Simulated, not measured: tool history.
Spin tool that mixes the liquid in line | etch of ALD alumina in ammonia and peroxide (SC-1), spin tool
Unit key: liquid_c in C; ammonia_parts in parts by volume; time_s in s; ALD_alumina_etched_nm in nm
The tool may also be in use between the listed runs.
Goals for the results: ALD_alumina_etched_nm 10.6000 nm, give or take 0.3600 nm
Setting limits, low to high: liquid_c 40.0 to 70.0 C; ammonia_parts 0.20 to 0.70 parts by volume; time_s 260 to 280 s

run,hour,liquid_c,ammonia_parts,time_s,ALD_alumina_etched_nm
1,0.0,56.0,0.40,260,16.6000
2,5.7,55.0,0.40,260,15.3340
3,14.4,55.0,0.40,280,16.7460
4,21.1,54.0,0.40,280,15.8400
5,27.2,54.0,0.40,280,15.7730
6,35.4,57.5,0.40,280,18.8420
7,37.7,56.0,0.40,280,17.4950
8,40.4,55.0,0.40,280,16.6240
9,45.7,54.0,0.40,280,15.6840
10,54.5,46.0,0.40,280,9.9475

Exercise: of the 4 proposed moves below, exactly one satisfies all targets within the stated allowed misses. Which move is it?
A,63.3,47.0,0.45,275,?
B,63.3,49.5,0.35,260,?
C,63.3,49.0,0.30,280,?
D,63.3,44.5,0.35,275,?

move,ALD_alumina_etched_nm
A,10.5540
B,11.1980
C,11.5600
D,8.9426
A: each result inside its tolerance
B: moves the result that the last run missed by most past its target, out the other side
C: moves the result that the last run missed by most past its target, out the other side
D: further off than the last run
So the answer is move A, the one that meets all the targets.
